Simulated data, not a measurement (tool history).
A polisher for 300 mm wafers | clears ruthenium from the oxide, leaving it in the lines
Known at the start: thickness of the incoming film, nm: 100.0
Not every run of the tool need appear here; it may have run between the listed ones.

run	day	flow of slurry (ml/min)	pressure of the wafer on the pad (kPa)	speed of the pad under the wafer (m/s)	overpolish time after the end point (s)	time until the end point was called (s)
1	0	280	11.7	1.02	7	83.577
2	0.262	280	11.7	1.02	5	82.183
3	0.612	280	11.7	0.78	5	108.09
4	0.646	310	11.7	0.78	5	108.65
5	1.021	310	11.7	0.56	5	145.87
6	1.288	310	12.4	0.62	5	124.51
7	1.388	310	13.1	0.66	5	110.87
8	1.7	310	13.8	0.68	5	105.04
9	2.042	310	14.5	0.72	5	94.726
10	2.392	310	15.2	0.76	5	86.716
11	2.554	310	15.2	0.76	5	87.715

For run 12, what comes out?
12	2.646	310	15.9	0.8	5	?

Run 12 produced time until the end point was called (s) 79.396.
